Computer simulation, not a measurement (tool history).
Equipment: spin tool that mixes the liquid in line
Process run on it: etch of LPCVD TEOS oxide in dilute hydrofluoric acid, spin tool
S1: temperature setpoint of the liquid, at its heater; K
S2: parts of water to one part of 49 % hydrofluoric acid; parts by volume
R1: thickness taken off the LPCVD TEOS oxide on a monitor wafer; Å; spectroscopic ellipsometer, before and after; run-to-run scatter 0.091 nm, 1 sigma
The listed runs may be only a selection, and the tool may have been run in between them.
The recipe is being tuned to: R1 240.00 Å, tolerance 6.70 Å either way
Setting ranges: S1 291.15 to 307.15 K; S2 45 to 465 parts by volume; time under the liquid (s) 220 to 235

{"run": 1, "hour": 0.0, "S1": 299.15, "S2": 255, "time under the liquid (s)": 220, "R1": 133.36}
{"run": 2, "hour": 2.5, "S1": 301.15, "S2": 235, "time under the liquid (s)": 220, "R1": 158.44}
{"run": 3, "hour": 5.4, "S1": 302.65, "S2": 225, "time under the liquid (s)": 220, "R1": 176.03}
{"run": 4, "hour": 11.8, "S1": 304.65, "S2": 225, "time under the liquid (s)": 220, "R1": 186.81}
{"run": 5, "hour": 17.9, "S1": 305.15, "S2": 215, "time under the liquid (s)": 220, "R1": 203.53}
{"run": 6, "hour": 21.1, "S1": 305.15, "S2": 215, "time under the liquid (s)": 220, "R1": 204.1}
{"run": 7, "hour": 26.2, "S1": 305.65, "S2": 210, "time under the liquid (s)": 220, "R1": 210.85}
{"run": 8, "hour": 31.1, "S1": 306.15, "S2": 205, "time under the liquid (s)": 220, "R1": 222.31}

Pick the move, out of 4, that brings all results within their allowed miss; only one does.
{"run": "A", "hour": 36.0, "S1": 306.15, "S2": 200, "time under the liquid (s)": 220, "R1": "?"}
{"run": "B", "hour": 36.0, "S1": 305.65, "S2": 215, "time under the liquid (s)": 220, "R1": "?"}
{"run": "C", "hour": 36.0, "S1": 303.15, "S2": 175, "time under the liquid (s)": 235, "R1": "?"}
{"run": "D", "hour": 36.0, "S1": 304.65, "S2": 185, "time under the liquid (s)": 220, "R1": "?"}

move=A R1=228.61
move=B R1=205.15
move=C R1=260.02
move=D R1=239.52
A: nearer the targets than the last run, but a result is still out of spec
B: misses by more than the last run did
C: moves the result that the last run missed by most past its target, out the other side
D: each result inside its tolerance
Answer: D
